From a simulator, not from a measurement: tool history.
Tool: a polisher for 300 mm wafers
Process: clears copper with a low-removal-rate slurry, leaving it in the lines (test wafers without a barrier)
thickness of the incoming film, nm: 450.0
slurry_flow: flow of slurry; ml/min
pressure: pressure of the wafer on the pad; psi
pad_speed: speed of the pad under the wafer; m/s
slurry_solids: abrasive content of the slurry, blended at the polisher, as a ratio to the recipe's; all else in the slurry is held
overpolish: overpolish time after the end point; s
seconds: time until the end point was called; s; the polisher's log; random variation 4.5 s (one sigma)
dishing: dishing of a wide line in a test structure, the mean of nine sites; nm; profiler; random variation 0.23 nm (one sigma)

run  hour  slurry_flow  pressure  pad_speed  slurry_solids  overpolish  seconds  dishing
  1     0          230       3.4       1.08              1          25   146.66   46.329
  2   8.6          230         3          1              1          21    171.5   36.446
  3    11          185         3          1              1          21   180.14   36.601
  4  11.6          185       3.3          1              1          21   168.19   39.335
  5  20.2          225       2.9       0.88           1.05          18    201.9   28.347
  6  26.6          225       2.9       0.88            1.2          18   192.31   30.405
  7  34.2          255       2.7       0.82           1.15          16   217.19    25.02
  8  40.5          280       2.5       0.76           1.25          14    241.2   20.761
     41.1  -- slurry nozzle cleaned
  9  41.1          300       2.3       0.74            1.3          13   253.82   19.226
 10  48.4          315       2.1       0.72           1.35          12   272.33   15.806

Run 11 comes next. What will it give?
 11  53.4          325         2       0.72            1.4          11        ?        ?

{"run 11": {"seconds": 270.58, "dishing": 14.494}}
